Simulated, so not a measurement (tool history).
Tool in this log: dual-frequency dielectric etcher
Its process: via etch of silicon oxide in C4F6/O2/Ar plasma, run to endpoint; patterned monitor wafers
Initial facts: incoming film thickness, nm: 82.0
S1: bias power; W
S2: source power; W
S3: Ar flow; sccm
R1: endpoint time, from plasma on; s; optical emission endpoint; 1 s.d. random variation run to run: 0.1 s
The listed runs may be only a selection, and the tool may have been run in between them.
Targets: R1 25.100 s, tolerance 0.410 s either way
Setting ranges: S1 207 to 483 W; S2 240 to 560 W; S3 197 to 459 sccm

| run | hour | S1 | S2 | S3 | R1 |
|---|---|---|---|---|---|
| 1 | 0.0 | 345 | 400 | 328 | 21.319 |
| 2 | 6.1 | 345 | 400 | 376 | 21.527 |
| 3 | 14.2 | 345 | 440 | 376 | 20.841 |
| 4 | 18.0 | 320 | 430 | 378 | 21.618 |
| 5 | 21.1 | 266 | 430 | 378 | 23.352 |
| 6 | 22.0 | 266 | 470 | 378 | 22.925 |
| 7 | 26.2 | 254 | 470 | 379 | 23.231 |
| 8 | 26.9 | 245 | 470 | 380 | 23.765 |
| 9 | 27.8 | 238 | 470 | 380 | 24.084 |
| 10 | 28.8 | 233 | 470 | 380 | 24.338 |
| 11 | 30.3 | 233 | 470 | 380 | 24.335 |
| 12 | 38.4 | 229 | 470 | 380 | 24.454 |
| 13 | 45.2 | 226 | 470 | 380 | 24.359 |

Which of these 4 next moves meets every target?
| A | 52.0 | 214 | 490 | 430 | ? |
| B | 52.0 | 237 | 500 | 345 | ? |
| C | 52.0 | 234 | 490 | 404 | ? |
| D | 52.0 | 261 | 410 | 398 | ? |

| move | R1 |
|---|---|
| A | 25.024 |
| B | 23.325 |
| C | 23.932 |
| D | 24.197 |
A: hits every target within its allowed miss
B: its largest miss is bigger than the last run's
C: its largest miss is bigger than the last run's
D: its largest miss is bigger than the last run's
Move A is the one to make.
